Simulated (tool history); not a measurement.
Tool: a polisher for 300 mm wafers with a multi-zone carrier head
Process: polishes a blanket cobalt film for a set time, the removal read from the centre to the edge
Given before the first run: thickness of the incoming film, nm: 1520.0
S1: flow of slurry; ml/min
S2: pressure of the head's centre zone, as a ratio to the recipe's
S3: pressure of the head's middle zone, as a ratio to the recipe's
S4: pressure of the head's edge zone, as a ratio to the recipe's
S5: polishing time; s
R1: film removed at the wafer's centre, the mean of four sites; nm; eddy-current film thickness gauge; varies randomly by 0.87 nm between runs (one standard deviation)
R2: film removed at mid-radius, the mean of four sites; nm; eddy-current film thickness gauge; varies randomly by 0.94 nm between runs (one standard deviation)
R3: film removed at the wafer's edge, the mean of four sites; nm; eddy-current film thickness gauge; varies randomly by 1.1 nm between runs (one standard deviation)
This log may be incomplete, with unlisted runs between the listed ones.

run 1 hour=0.0 | S1=190 S2=1.00 S3=1.00 S4=1.00 S5=38 | R1=157.32 R2=159.82 R3=158.69
run 2 hour=6.9 | S1=190 S2=1.00 S3=1.03 S4=1.00 S5=38 | R1=156.04 R2=164.25 R3=159.36
run 3 hour=12.9 | S1=190 S2=0.98 S3=1.02 S4=0.95 S5=34 | R1=140.48 R2=144.58 R3=141.37
run 4 hour=19.9 | S1=190 S2=0.98 S3=1.02 S4=0.89 S5=34 | R1=137.09 R2=146.89 R3=134.58
run 5 hour=25.2 | S1=190 S2=0.98 S3=1.02 S4=0.89 S5=43 | R1=176.10 R2=184.09 R3=169.34
run 6 hour=31.1 | S1=190 S2=1.01 S3=1.02 S4=0.89 S5=43 | R1=175.26 R2=186.21 R3=174.25
run 7 hour=36.5 | S1=170 S2=0.98 S3=1.02 S4=0.88 S5=38 | R1=149.45 R2=161.34 R3=149.29
run 8 hour=43.7 | S1=180 S2=0.95 S3=1.01 S4=0.86 S5=34 | R1=135.93 R2=146.09 R3=134.69
run 9 hour=48.0 | S1=180 S2=0.95 S3=1.01 S4=0.85 S5=30 | R1=119.71 R2=127.39 R3=117.81

Expected results for the next run?
run 10 hour=54.4 | S1=180 S2=0.94 S3=1.01 S4=0.84 S5=28 | R1=? R2=? R3=?

R1: 109.83 nm
R2: 117.58 nm
R3: 111.00 nm

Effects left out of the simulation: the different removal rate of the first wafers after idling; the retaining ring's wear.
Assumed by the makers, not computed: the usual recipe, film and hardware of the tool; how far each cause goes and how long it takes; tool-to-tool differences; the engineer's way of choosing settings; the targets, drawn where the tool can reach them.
